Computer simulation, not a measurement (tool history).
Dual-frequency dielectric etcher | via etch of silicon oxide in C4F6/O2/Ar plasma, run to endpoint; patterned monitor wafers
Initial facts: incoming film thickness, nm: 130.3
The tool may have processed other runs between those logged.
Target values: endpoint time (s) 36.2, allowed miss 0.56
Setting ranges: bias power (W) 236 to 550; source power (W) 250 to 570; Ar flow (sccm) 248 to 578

run  hour  bias power (W)  source power (W)  Ar flow (sccm)  endpoint time (s)
  1     0             393               410             413             32.368
  2   4.4             393               410             350             31.851
  3   6.1             427               410             350             30.914
  4   9.7             404               410             351             31.657
  5  12.5             404               450             351             30.357
     18.3  -- Ar flow controller replaced
  6  18.3             381               440             352             31.282
  7  24.5             381               440             352             31.354
  8    27             303               410             358             35.111

Which of these 4 next moves meets every target?
  A  29.5             297               390             372                  ?
  B  29.5             307               450             385                  ?
  C  29.5             289               450             369                  ?
  D  29.5             267               460             360                  ?

move  endpoint time (s)
   A             36.252
   B             33.457
   C             34.007
   D              34.44
A: every result within its allowed miss
B: further off than the last run
C: further off than the last run
D: further off than the last run
Correct choice: A, which meets every target

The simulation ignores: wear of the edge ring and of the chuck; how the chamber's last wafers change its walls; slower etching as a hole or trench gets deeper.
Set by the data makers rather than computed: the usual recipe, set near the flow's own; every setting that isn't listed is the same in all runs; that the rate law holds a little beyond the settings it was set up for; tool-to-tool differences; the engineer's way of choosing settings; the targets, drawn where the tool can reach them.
